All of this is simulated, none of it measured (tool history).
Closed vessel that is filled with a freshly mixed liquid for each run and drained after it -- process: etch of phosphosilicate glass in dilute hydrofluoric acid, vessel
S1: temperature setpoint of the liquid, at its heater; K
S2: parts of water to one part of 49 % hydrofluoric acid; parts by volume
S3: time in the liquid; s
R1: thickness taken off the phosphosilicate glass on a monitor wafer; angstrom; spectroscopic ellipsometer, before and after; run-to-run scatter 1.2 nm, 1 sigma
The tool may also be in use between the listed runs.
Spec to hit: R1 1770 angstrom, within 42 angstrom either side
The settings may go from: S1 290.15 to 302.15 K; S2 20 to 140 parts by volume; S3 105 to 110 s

| run | hour | S1 | S2 | S3 | R1 |
|---|---|---|---|---|---|
| 1 | 0 | 294.15 | 75 | 105 | 1164.9 |
| 2 | 6.8 | 295.65 | 75 | 105 | 1236.2 |
| 3 | 7.8 | 296.65 | 75 | 105 | 1287.1 |
| 4 | 8.9 | 296.65 | 75 | 105 | 1309 |
| 5 | 13.2 | 299.65 | 75 | 105 | 1453.2 |
| 6 | 13.8 | 300.15 | 75 | 105 | 1485.7 |
| 7 | 19.7 | 300.65 | 75 | 105 | 1499.3 |
| 8 | 21 | 301.15 | 75 | 105 | 1521.6 |
| 9 | 22.1 | 301.65 | 70 | 105 | 1723.9 |

Exercise: of the 5 proposed moves below, exactly one satisfies all targets within the stated allowed misses. Which move is it?
| A | 23.2 | 301.65 | 70 | 110 | ? |
| B | 23.2 | 301.65 | 75 | 110 | ? |
| C | 23.2 | 300.65 | 70 | 105 | ? |
| D | 23.2 | 302.15 | 75 | 110 | ? |
| E | 23.2 | 301.15 | 70 | 105 | ? |

| move | R1 |
|---|---|
| A | 1793.4 |
| B | 1661.9 |
| C | 1646.1 |
| D | 1694.4 |
| E | 1678.7 |
A: hits every target within its allowed miss
B: further off than the last run
C: further off than the last run
D: further off than the last run
E: further off than the last run
Correct choice: A, which meets every target
